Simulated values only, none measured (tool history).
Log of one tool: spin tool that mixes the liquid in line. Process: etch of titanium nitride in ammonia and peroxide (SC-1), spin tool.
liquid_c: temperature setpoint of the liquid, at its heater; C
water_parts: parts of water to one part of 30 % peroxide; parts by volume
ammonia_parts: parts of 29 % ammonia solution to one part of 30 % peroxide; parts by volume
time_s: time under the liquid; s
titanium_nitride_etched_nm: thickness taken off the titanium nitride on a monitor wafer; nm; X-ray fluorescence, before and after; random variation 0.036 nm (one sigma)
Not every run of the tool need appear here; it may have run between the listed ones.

| run | hour | liquid_c | water_parts | ammonia_parts | time_s | titanium_nitride_etched_nm |
|---|---|---|---|---|---|---|
| 1 | 0 | 56 | 8.5 | 0.95 | 95 | 12.855 |
| 2 | 3.4 | 54 | 8.5 | 0.95 | 95 | 11.222 |
| 3 | 6.2 | 54 | 8.5 | 1.2 | 95 | 11.608 |
| 4 | 7.2 | 54 | 10 | 1.2 | 95 | 10.774 |
| 5 | 12.6 | 54 | 10 | 0.95 | 95 | 10.362 |
| 6 | 17.8 | 54 | 8 | 0.95 | 95 | 11.638 |
| 7 | 21.2 | 46 | 8 | 0.95 | 95 | 6.6554 |

Forecast run 8:
| 8 | 28.5 | 45.5 | 8 | 0.95 | 95 | ? |

Run 8 produced titanium_nitride_etched_nm 6.3894 nm.

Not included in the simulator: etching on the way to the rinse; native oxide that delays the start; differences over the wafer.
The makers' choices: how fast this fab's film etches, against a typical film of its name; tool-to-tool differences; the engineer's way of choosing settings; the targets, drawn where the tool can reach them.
